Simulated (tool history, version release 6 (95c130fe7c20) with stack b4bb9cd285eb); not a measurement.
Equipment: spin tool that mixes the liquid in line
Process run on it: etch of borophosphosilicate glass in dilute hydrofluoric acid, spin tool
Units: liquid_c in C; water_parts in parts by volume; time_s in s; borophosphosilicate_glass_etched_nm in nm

run,hour,liquid_c,water_parts,time_s,borophosphosilicate_glass_etched_nm
1,0.0,26.0,180,15,6.2218
2,3.2,26.0,180,15,6.2415
3,11.2,27.0,180,15,6.4757
4,12.4,27.0,130,15,9.5642
5,19.3,29.5,130,15,10.4650
6,25.3,28.0,130,15,9.8119
7,26.6,26.5,130,15,9.3390
8,33.9,25.5,130,15,9.0224

Forecast run 9:
9,42.1,24.5,130,15,?

borophosphosilicate_glass_etched_nm: 8.6165 nm

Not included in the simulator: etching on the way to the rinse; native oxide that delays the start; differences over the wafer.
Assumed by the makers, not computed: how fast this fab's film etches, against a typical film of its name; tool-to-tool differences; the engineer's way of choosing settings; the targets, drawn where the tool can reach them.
